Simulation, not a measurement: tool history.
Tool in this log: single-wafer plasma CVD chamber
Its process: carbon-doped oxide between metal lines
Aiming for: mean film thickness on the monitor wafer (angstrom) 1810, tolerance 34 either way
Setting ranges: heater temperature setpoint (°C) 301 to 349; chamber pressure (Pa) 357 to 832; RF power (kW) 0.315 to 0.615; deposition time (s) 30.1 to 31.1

run	hour	heater temperature setpoint (°C)	chamber pressure (Pa)	RF power (kW)	deposition time (s)	mean film thickness on the monitor wafer (angstrom)
1	0	325	595	0.465	30.1	1632.2
2	2.8	325	595	0.465	30.1	1616.4
3	4.3	325	595	0.41	30.1	1550.8
4	7.4	322	621	0.425	30.1	1609
5	10.3	312	621	0.425	30.1	1654.7
6	14.1	322	621	0.425	30.1	1591.2
7	20.2	320	639	0.435	30.1	1633.2
8	21.7	318	660	0.44	30.1	1646.5
9	23.4	316	667	0.45	30.1	1680.9

4 next moves are on the table. One of them brings every result within its allowed miss. Which?
A	25.1	317	665	0.435	30.1	?
B	25.1	315	593	0.5	31.1	?
C	25.1	319	625	0.4	30.1	?
D	25.1	319	725	0.42	31	?

move	mean film thickness on the monitor wafer (angstrom)
A	1650.3
B	1786.8
C	1567.6
D	1680.9
A: lands further from the targets than the last run did
B: each result inside its tolerance
C: lands further from the targets than the last run did
D: neither nearer nor further off than the last run
Go with B: it meets all targets.

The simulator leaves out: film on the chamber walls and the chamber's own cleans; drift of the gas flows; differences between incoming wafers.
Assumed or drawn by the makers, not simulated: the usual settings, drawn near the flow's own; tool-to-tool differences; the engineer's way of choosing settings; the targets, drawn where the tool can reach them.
